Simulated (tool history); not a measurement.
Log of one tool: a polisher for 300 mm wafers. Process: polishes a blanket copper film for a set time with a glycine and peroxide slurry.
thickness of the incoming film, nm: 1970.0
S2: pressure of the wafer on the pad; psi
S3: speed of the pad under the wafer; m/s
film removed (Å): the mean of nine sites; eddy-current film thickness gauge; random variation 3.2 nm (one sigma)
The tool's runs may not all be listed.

Run 1, hour 0.0: flow of slurry (ml/min) 225, S2 2.9 psi, S3 1.10 m/s, polishing time (s) 104. Result: film removed (Å) 5079.0.
Run 2, hour 6.4: flow of slurry (ml/min) 255, S2 2.9 psi, S3 1.10 m/s, polishing time (s) 104. Result: film removed (Å) 5105.4.
Run 3, hour 15.4: flow of slurry (ml/min) 255, S2 2.8 psi, S3 1.10 m/s, polishing time (s) 104. Result: film removed (Å) 5005.0.
Run 4, hour 22.2: flow of slurry (ml/min) 255, S2 2.7 psi, S3 1.10 m/s, polishing time (s) 104. Result: film removed (Å) 4872.5.
Run 5, hour 26.7: flow of slurry (ml/min) 250, S2 2.4 psi, S3 1.10 m/s, polishing time (s) 104. Result: film removed (Å) 4504.5.
Run 6, hour 27.8: flow of slurry (ml/min) 250, S2 2.4 psi, S3 1.32 m/s, polishing time (s) 104. Result: film removed (Å) 5185.0.
Run 7, hour 30.8: flow of slurry (ml/min) 250, S2 2.3 psi, S3 1.32 m/s, polishing time (s) 104. Result: film removed (Å) 5095.7.
Run 8, hour 36.8: flow of slurry (ml/min) 250, S2 2.2 psi, S3 1.32 m/s, polishing time (s) 104. Result: film removed (Å) 5000.1.

The next listed run, before its measurement:
Run 9, hour 39.2: flow of slurry (ml/min) 250, S2 2.1 psi, S3 1.32 m/s, polishing time (s) 104. Result: film removed (Å) ?.

Run 9 gave film removed (Å) 4695.7.
